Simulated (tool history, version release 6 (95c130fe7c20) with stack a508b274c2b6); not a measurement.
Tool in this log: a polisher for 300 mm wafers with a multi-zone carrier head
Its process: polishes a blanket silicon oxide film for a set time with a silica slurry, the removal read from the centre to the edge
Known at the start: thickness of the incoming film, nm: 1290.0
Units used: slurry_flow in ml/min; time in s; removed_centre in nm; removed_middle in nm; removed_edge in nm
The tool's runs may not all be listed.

| run | hour | slurry_flow | centre_zone | middle_zone | edge_zone | slurry_solids | time | removed_centre | removed_middle | removed_edge |
|---|---|---|---|---|---|---|---|---|---|---|
| 1 | 0 | 240 | 1 | 1 | 1 | 1 | 76 | 392.63 | 401.45 | 391.56 |
| 2 | 6.1 | 240 | 1 | 1 | 1.06 | 1 | 76 | 395.65 | 401.78 | 391.45 |
| 3 | 12.2 | 240 | 1 | 1 | 1.14 | 1 | 76 | 403.3 | 403.77 | 408.34 |
| 4 | 17.3 | 240 | 1 | 1 | 1.14 | 0.8 | 76 | 352.07 | 356.49 | 354.67 |
| 5 | 19.1 | 240 | 1 | 1 | 1.14 | 0.95 | 76 | 385.63 | 394.92 | 399.51 |
| 6 | 19.9 | 250 | 1.02 | 1.03 | 1.15 | 1 | 76 | 409.13 | 425.08 | 413.16 |
| 7 | 27 | 260 | 1.04 | 1.04 | 1.16 | 1.05 | 76 | 420.61 | 432.46 | 429.07 |
| 8 | 34.4 | 255 | 1.07 | 1.06 | 1.15 | 1.1 | 76 | 456.55 | 436.39 | 436.29 |
| 9 | 36.6 | 265 | 1.08 | 1.08 | 1.15 | 1.1 | 76 | 460.69 | 452.82 | 448.65 |

The next listed run, before its measurement:
| 10 | 41.6 | 265 | 1.08 | 1.08 | 1.15 | 1.1 | 76 | ? | ? | ? |

{"run 10": {"removed_centre": 458.77, "removed_middle": 458.22, "removed_edge": 430.68}}
